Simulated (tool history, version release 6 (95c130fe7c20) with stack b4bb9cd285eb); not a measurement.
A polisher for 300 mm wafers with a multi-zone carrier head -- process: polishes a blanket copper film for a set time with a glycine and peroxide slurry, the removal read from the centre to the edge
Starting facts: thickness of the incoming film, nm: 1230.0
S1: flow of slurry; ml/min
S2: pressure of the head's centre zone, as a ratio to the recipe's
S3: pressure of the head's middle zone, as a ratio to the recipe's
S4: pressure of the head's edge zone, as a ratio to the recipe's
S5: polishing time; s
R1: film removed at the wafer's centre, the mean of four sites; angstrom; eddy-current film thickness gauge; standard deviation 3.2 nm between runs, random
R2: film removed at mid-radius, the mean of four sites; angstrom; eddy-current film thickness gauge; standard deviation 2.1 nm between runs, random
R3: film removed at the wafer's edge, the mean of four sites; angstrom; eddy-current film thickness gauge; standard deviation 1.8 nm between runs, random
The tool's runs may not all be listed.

run	hour	S1	S2	S3	S4	S5	R1	R2	R3
1	0.0	125	1.00	1.00	1.00	53	2200.0	2238.7	2212.8
2	3.3	125	1.00	1.00	0.92	53	2145.9	2233.9	2102.9
3	4.3	125	1.00	0.92	0.92	53	2163.1	2077.6	2118.7
4	4.9	125	1.00	0.92	0.84	53	2132.7	2090.3	2028.4
5	9.6	125	1.00	0.92	0.84	43	1769.5	1671.0	1646.2
# hour 12.5: worn pad replaced by a new one
6	12.5	125	1.08	0.92	0.84	43	2104.1	1912.7	1859.5

The next listed run, before its measurement:
7	13.7	120	1.09	0.95	0.88	44	?	?	?

{"run 7": {"R1": 2213.1, "R2": 2003.4, "R3": 1940.9}}
